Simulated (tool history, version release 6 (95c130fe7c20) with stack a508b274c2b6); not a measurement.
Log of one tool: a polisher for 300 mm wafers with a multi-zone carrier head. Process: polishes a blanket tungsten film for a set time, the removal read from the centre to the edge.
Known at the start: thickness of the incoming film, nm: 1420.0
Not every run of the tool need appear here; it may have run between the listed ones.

run,hour,flow of slurry (ml/min),pressure of the head's centre zone,pressure of the head's middle zone,pressure of the head's edge zone,abrasive content of the slurry,polishing time (s),film removed at the wafer's centre (nm),film removed at mid-radius (nm),film removed at the wafer's edge (nm)
1,0,135,1,1,1,1,73,390.06,397.14,399.69
2,6.8,130,0.98,1.01,0.98,1,73,375.11,399.03,396.33
3,14.4,125,0.97,1.02,0.96,0.95,73,361.41,394.52,388.26
4,19.6,125,0.97,1.02,0.96,1.1,73,383.63,413.2,397.25
5,21,120,0.96,1.03,0.94,1.05,73,364.56,405.22,385.31
6,26.7,115,0.95,1.04,0.92,1.05,73,354.41,408.56,388.6
7,35.7,115,0.95,1.05,0.91,1,72,344.77,392.8,376.25

Expected results for the next run?
8,41.7,115,0.95,1.07,0.89,1,71,?,?,?

film removed at the wafer's centre (nm): 350.26
film removed at mid-radius (nm): 393.06
film removed at the wafer's edge (nm): 370.96
